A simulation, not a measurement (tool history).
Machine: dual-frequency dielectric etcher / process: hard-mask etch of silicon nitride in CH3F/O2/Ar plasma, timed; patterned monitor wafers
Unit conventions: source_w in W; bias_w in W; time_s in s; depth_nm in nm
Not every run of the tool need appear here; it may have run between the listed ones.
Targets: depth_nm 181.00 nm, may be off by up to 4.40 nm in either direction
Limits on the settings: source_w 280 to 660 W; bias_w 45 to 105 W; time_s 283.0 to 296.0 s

run,hour,source_w,bias_w,time_s,depth_nm
1,0.0,470,75,283.0,223.28
2,4.6,380,75,283.0,203.36
3,9.1,380,85,283.0,214.81
4,10.8,420,85,283.0,222.63
5,19.4,400,83,283.0,215.55
6,23.3,400,96,283.0,227.04
7,25.5,380,92,283.0,219.13
8,28.8,370,89,283.0,212.47
# hour 31.0: source power generator calibrated
9,31.0,360,87,283.0,206.91
10,34.4,350,86,283.0,204.75
11,35.8,340,85,283.0,199.45
12,37.2,330,84,283.0,197.79
13,37.8,330,84,283.0,197.19
14,40.0,320,83,283.0,194.02
15,45.1,310,82,283.0,190.27

Exercise: of the 4 proposed moves below, exactly one satisfies all targets within the stated allowed misses. Which move is it?
A,50.2,280,72,287.0,?
B,50.2,280,84,296.0,?
C,50.2,290,86,289.0,?
D,50.2,310,72,290.5,?

move,depth_nm
A,179.52
B,193.99
C,193.39
D,189.04
A: each result inside its tolerance
B: moves away from the targets compared with the last run
C: moves away from the targets compared with the last run
D: better than the last run, though not everything is in spec
So the answer is move A, the one that meets all the targets.
